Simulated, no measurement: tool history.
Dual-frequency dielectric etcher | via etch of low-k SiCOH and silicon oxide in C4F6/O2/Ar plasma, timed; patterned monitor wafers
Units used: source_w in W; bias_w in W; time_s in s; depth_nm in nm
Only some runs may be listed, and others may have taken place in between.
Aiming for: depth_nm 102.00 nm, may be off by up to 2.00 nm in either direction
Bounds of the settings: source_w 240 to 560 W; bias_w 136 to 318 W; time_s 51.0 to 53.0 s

run	hour	source_w	bias_w	time_s	depth_nm
1	0.0	400	227	51.0	151.95
2	5.1	400	227	51.0	152.33
3	5.7	370	210	51.0	141.34
4	8.9	370	210	51.0	140.15
5	15.9	350	198	51.0	134.06
6	20.2	330	186	51.0	125.38
7	22.1	250	142	51.0	93.42
8	28.2	260	142	51.0	95.39
9	28.9	320	148	51.0	106.85

Below are 5 possible settings for the next run. Only one of them brings all results inside the allowed miss of their targets. Which is it?
A	29.6	270	149	52.5	?
B	29.6	300	150	52.5	?
C	29.6	250	166	53.0	?
D	29.6	320	146	51.0	?
E	29.6	340	136	53.0	?

move	depth_nm
A	102.50
B	108.13
C	107.04
D	106.30
E	108.23
A: each result inside its tolerance
B: its largest miss is bigger than the last run's
C: no nearer and no further than the last run
D: nearer than the last run, and not there yet
E: its largest miss is bigger than the last run's
So the answer is move A, the one that meets all the targets.
